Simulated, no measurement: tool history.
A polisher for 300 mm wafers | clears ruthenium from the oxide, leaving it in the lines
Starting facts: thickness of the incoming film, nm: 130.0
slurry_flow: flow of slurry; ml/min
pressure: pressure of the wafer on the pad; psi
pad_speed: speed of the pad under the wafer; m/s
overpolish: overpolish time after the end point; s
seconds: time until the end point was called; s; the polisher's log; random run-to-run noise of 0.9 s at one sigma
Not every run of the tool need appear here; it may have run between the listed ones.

| run | hour | slurry_flow | pressure | pad_speed | overpolish | seconds |
|---|---|---|---|---|---|---|
| 1 | 0.0 | 275 | 2.3 | 1.04 | 10 | 95.957 |
| 2 | 4.7 | 275 | 2.3 | 0.96 | 10 | 103.960 |
| 3 | 7.5 | 275 | 2.5 | 0.96 | 10 | 93.634 |
| 4 | 9.1 | 275 | 2.2 | 0.96 | 10 | 106.700 |
| 5 | 11.8 | 275 | 2.6 | 0.96 | 10 | 91.336 |
| 6 | 15.9 | 215 | 2.6 | 0.96 | 10 | 93.697 |
| 7 | 22.6 | 215 | 2.8 | 0.96 | 10 | 87.607 |
| 8 | 28.0 | 220 | 3.0 | 0.96 | 10 | 80.764 |

Run 9, settings as shown, results not yet in. Your forecast:
| 9 | 30.4 | 220 | 3.1 | 0.96 | 10 | ? |

Run 9 produced seconds 79.781 s.

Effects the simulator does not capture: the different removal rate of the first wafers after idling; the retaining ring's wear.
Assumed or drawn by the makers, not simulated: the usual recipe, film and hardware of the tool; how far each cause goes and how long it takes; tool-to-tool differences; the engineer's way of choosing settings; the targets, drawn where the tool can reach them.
